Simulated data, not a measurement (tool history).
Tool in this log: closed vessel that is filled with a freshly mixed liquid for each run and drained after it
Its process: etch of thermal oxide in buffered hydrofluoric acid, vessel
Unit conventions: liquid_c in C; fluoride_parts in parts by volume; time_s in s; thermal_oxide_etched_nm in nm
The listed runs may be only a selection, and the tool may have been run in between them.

{"run": 1, "day": 0.0, "liquid_c": 20.0, "fluoride_parts": 8, "time_s": 85, "thermal_oxide_etched_nm": 91.411}
{"run": 2, "day": 0.358, "liquid_c": 21.5, "fluoride_parts": 8, "time_s": 85, "thermal_oxide_etched_nm": 99.22}
{"run": 3, "day": 0.508, "liquid_c": 23.0, "fluoride_parts": 8, "time_s": 85, "thermal_oxide_etched_nm": 109.25}
{"run": 4, "day": 0.754, "liquid_c": 24.0, "fluoride_parts": 8, "time_s": 85, "thermal_oxide_etched_nm": 116.07}
{"run": 5, "day": 1.021, "liquid_c": 24.0, "fluoride_parts": 8, "time_s": 95, "thermal_oxide_etched_nm": 126.84}
{"run": 6, "day": 1.358, "liquid_c": 22.5, "fluoride_parts": 8, "time_s": 95, "thermal_oxide_etched_nm": 114.56}
{"run": 7, "day": 1.712, "liquid_c": 23.5, "fluoride_parts": 8, "time_s": 95, "thermal_oxide_etched_nm": 124.19}
{"run": 8, "day": 1.908, "liquid_c": 24.0, "fluoride_parts": 8, "time_s": 95, "thermal_oxide_etched_nm": 127.75}
{"run": 9, "day": 2.012, "liquid_c": 24.5, "fluoride_parts": 8, "time_s": 95, "thermal_oxide_etched_nm": 131.15}

Run 10 is up next; what results do you expect?
{"run": 10, "day": 2.208, "liquid_c": 24.5, "fluoride_parts": 8, "time_s": 95, "thermal_oxide_etched_nm": "?"}

{"run 10": {"thermal_oxide_etched_nm": 131.32}}
